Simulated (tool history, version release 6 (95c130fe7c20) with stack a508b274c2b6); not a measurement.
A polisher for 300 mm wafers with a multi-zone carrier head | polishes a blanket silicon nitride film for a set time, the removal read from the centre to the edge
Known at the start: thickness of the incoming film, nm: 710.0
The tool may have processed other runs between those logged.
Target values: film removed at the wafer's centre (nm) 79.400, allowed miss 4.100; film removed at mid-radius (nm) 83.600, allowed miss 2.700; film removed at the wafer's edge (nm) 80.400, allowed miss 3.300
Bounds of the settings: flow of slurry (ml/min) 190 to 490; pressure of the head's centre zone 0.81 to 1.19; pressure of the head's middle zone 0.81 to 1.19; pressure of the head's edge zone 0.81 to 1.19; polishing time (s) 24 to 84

run  hour  flow of slurry (ml/min)  pressure of the head's centre zone  pressure of the head's middle zone  pressure of the head's edge zone  polishing time (s)  film removed at the wafer's centre (nm)  film removed at mid-radius (nm)  film removed at the wafer's edge (nm)
  1   0.0                      315                                1.00                                1.00                              1.00                  54                                  127.650                          129.060                                127.670
  2   8.6                      315                                0.99                                0.99                              0.98                  49                                  116.000                          118.030                                114.740
  3  17.6                      315                                0.99                                0.99                              1.06                  49                                  112.740                          115.790                                119.580
  4  20.1                      315                                0.99                                1.04                              1.06                  49                                  114.960                          123.120                                119.070
  5  23.1                      315                                0.98                                1.02                              1.03                  45                                  106.100                          110.720                                107.060
  6  31.9                      315                                0.96                                1.00                              1.01                  43                                   99.475                          106.530                                101.630
  7  35.4                      315                                0.95                                0.97                              0.99                  41                                   93.384                           96.137                                 96.380
  8  41.9                      315                                0.93                                0.96                              0.96                  40                                   86.832                           93.409                                 93.351
  9  45.1                      315                                0.98                                0.94                              0.86                  34                                   79.219                           76.940                                 75.368
 10  46.8                      320                                0.97                                0.95                              0.87                  34                                   75.869                           80.461                                 75.775
 11  50.0                      325                                0.97                                0.95                              0.88                  34                                   79.103                           78.972                                 74.455
 12  58.7                      290                                0.90                                0.95                              0.91                  38                                   80.241                           88.284                                 86.085
 13  64.8                      290                                0.91                                0.95                              0.90                  38                                   78.881                           88.391                                 84.778
 14  73.8                      290                                0.92                                0.95                              0.89                  38                                   84.306                           88.647                                 84.394
 15  77.9                      295                                0.92                                0.94                              0.88                  38                                   83.074                           87.688                                 84.490
 16  86.1                      295                                0.92                                0.94                              0.87                  38                                   80.954                           87.787                                 85.168

5 candidate next runs follow, results not yet known. Just one meets every target within its allowed miss. Identify it.
  A  94.3                      250                                0.93                                0.87                              0.97                  39                                        ?                                ?                                      ?
  B  94.3                      330                                0.94                                1.07                              0.81                  36                                        ?                                ?                                      ?
  C  94.3                      270                                0.92                                1.04                              0.86                  37                                        ?                                ?                                      ?
  D  94.3                      250                                0.93                                0.84                              0.90                  36                                        ?                                ?                                      ?
  E  94.3                      360                                0.90                                0.90                              0.81                  37                                        ?                                ?                                      ?

move  film removed at the wafer's centre (nm)  film removed at mid-radius (nm)  film removed at the wafer's edge (nm)
   A                                   84.804                           82.430                                 88.217
   B                                   80.982                           90.817                                 76.926
   C                                   80.175                           90.038                                 80.018
   D                                   78.266                           74.154                                 79.074
   E                                   80.076                           82.289                                 79.573
A: corrects the largest miss of the last run, while another result sits out of spec
B: the biggest miss grows against the last run
C: the biggest miss grows against the last run
D: moves the result that the last run missed by most past its target, out the other side
E: every result lands within tolerance
Move E is the one to make.
